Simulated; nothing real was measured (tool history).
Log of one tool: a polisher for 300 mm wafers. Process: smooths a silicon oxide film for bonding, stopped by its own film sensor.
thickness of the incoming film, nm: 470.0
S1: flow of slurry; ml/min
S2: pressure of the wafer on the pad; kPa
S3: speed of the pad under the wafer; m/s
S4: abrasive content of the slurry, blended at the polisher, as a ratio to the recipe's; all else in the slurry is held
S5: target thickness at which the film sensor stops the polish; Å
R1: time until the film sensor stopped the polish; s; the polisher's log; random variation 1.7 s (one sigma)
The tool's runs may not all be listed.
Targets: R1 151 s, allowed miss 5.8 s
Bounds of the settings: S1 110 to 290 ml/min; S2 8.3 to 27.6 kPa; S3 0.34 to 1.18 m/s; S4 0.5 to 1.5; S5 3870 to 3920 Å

| run | hour | S1 | S2 | S3 | S4 | S5 | R1 |
|---|---|---|---|---|---|---|---|
| 1 | 0 | 185 | 17.9 | 0.76 | 1 | 3920 | 104.46 |
| 2 | 6.3 | 230 | 17.9 | 0.76 | 1 | 3920 | 102.38 |
| 3 | 10.4 | 230 | 17.9 | 0.76 | 1 | 3870 | 109.49 |
| 4 | 19.4 | 230 | 17.2 | 0.76 | 1 | 3870 | 110.84 |
| 5 | 20.7 | 230 | 16.5 | 0.76 | 1 | 3870 | 111.57 |
| 6 | 26.5 | 255 | 16.5 | 0.76 | 1 | 3870 | 112.21 |
| 7 | 27.1 | 255 | 15.9 | 0.76 | 1 | 3870 | 115.58 |
| 8 | 34.4 | 255 | 15.2 | 0.76 | 1 | 3870 | 121 |
| 9 | 37.7 | 255 | 14.5 | 0.76 | 1 | 3870 | 118.61 |
| 10 | 44.1 | 255 | 13.8 | 0.74 | 1 | 3870 | 130.23 |
| 11 | 49.1 | 250 | 13.1 | 0.74 | 1 | 3870 | 131.6 |
| 12 | 55.9 | 250 | 12.4 | 0.74 | 1 | 3870 | 135.78 |
| 13 | 56.7 | 250 | 11.7 | 0.74 | 1 | 3870 | 135.88 |
| 14 | 59.5 | 250 | 11.7 | 0.74 | 1 | 3870 | 138.93 |

Which of these 4 next moves meets every target?
| A | 62.3 | 215 | 9 | 0.7 | 0.95 | 3910 | ? |
| B | 62.3 | 215 | 11.7 | 0.62 | 1.15 | 3870 | ? |
| C | 62.3 | 215 | 11.7 | 0.74 | 0.8 | 3870 | ? |
| D | 62.3 | 250 | 9 | 0.64 | 1.15 | 3870 | ? |

| move | R1 |
|---|---|
| A | 160.32 |
| B | 147.26 |
| C | 159.86 |
| D | 160.03 |
A: takes the result that was furthest off past its target
B: meets every target
C: takes the result that was furthest off past its target
D: takes the result that was furthest off past its target
Move B is the one to make.
